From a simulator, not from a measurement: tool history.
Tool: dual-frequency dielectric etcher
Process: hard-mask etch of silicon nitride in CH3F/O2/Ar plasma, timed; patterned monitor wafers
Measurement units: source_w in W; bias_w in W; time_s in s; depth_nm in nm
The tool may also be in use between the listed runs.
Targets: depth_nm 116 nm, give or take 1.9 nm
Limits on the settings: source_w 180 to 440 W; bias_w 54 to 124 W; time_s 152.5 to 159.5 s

run  hour  source_w  bias_w  time_s  depth_nm
  1     0       310      89   152.5    104.01
  2   7.1       330      90   152.5    105.41
  3  13.5       330      90   152.5    105.82
  4  21.4       350      91   152.5    107.65
  5    27       360      92   152.5    108.89
  6  32.6       370      93   152.5    110.67
  7    37       380      94   152.5    111.78
  8  45.4       380      94   152.5    111.55
  9  48.5       390      95   152.5    112.22

Below are 4 possible settings for the next run. Only one of them brings all results inside the allowed miss of their targets. Which is it?
  A  51.6       390     105     153         ?
  B  51.6       340     100     156         ?
  C  51.6       360      98     155         ?
  D  51.6       400      92   152.5         ?

move  depth_nm
   A    116.42
   B    112.39
   C    112.88
   D    112.53
A: hits every target within its allowed miss
B: no better and no worse than the last run
C: closer than the last run, but not yet in spec
D: closer than the last run, but not yet in spec
Move A is the one to make.

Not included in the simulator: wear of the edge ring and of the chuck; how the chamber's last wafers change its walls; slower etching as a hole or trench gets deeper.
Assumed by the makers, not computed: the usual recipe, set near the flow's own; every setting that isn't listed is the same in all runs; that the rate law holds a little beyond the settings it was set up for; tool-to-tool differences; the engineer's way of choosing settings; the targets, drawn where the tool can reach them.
